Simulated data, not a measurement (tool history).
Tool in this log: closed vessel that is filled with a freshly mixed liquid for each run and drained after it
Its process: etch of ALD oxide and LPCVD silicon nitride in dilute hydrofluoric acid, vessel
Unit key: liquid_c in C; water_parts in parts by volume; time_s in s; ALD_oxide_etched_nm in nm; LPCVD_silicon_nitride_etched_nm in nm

run,hour,liquid_c,water_parts,time_s,ALD_oxide_etched_nm,LPCVD_silicon_nitride_etched_nm
1,0,21,275,85,5.0222,0.14367
2,4.2,21,275,105,6.2136,0.18867
3,12.2,20.5,285,105,5.7766,0.17142
4,17.2,20,295,105,5.4707,0.15951
5,25.7,22,295,105,5.8631,0.14864
6,29.3,22,295,75,4.1549,0.077305

For run 7, what comes out?
7,38,21.5,295,75,?,?

{"run 7": {"ALD_oxide_etched_nm": 4.1104, "LPCVD_silicon_nitride_etched_nm": 0.10746}}

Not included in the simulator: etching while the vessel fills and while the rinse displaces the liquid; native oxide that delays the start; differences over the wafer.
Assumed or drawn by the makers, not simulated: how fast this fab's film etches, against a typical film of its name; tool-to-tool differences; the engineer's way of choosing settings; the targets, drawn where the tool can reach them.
